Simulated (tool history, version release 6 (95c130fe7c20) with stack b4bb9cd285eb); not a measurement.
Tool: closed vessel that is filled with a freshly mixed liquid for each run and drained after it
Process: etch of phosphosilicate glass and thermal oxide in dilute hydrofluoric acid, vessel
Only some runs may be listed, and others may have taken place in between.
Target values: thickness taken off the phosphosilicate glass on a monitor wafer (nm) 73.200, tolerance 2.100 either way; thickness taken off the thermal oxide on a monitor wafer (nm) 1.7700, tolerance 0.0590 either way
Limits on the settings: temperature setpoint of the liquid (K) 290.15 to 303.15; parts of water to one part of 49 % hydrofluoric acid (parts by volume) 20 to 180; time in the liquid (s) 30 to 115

| run | hour | temperature setpoint of the liquid (K) | parts of water to one part of 49 % hydrofluoric acid (parts by volume) | time in the liquid (s) | thickness taken off the phosphosilicate glass on a monitor wafer (nm) | thickness taken off the thermal oxide on a monitor wafer (nm) |
|---|---|---|---|---|---|---|
| 1 | 0.0 | 295.15 | 100 | 60 | 106.300 | 2.5613 |
| 2 | 1.1 | 295.15 | 100 | 50 | 86.903 | 2.1295 |
| 3 | 8.3 | 298.65 | 100 | 50 | 100.560 | 2.4294 |
| 4 | 13.9 | 297.65 | 100 | 50 | 97.995 | 2.3645 |
| 5 | 22.4 | 297.15 | 100 | 50 | 96.914 | 2.3109 |
| 6 | 28.2 | 295.15 | 100 | 50 | 88.072 | 2.1012 |
| 7 | 37.0 | 294.65 | 100 | 50 | 87.146 | 2.0898 |
| 8 | 40.2 | 294.15 | 100 | 50 | 84.533 | 2.0164 |

Exercise: of the 4 proposed moves below, exactly one satisfies all targets within the stated allowed misses. Which move is it?
| A | 43.4 | 292.65 | 120 | 60 | ? | ? |
| B | 43.4 | 298.65 | 120 | 60 | ? | ? |
| C | 43.4 | 295.65 | 150 | 65 | ? | ? |
| D | 43.4 | 295.15 | 80 | 30 | ? | ? |

| move | thickness taken off the phosphosilicate glass on a monitor wafer (nm) | thickness taken off the thermal oxide on a monitor wafer (nm) |
|---|---|---|
| A | 76.390 | 1.8675 |
| B | 96.882 | 2.3685 |
| C | 72.202 | 1.7651 |
| D | 66.399 | 1.6233 |
A: an improvement on the last run, though not all results are within tolerance
B: moves away from the targets compared with the last run
C: hits every target within its allowed miss
D: takes the biggest miss from the last run beyond its target
The move that meets every target is C.

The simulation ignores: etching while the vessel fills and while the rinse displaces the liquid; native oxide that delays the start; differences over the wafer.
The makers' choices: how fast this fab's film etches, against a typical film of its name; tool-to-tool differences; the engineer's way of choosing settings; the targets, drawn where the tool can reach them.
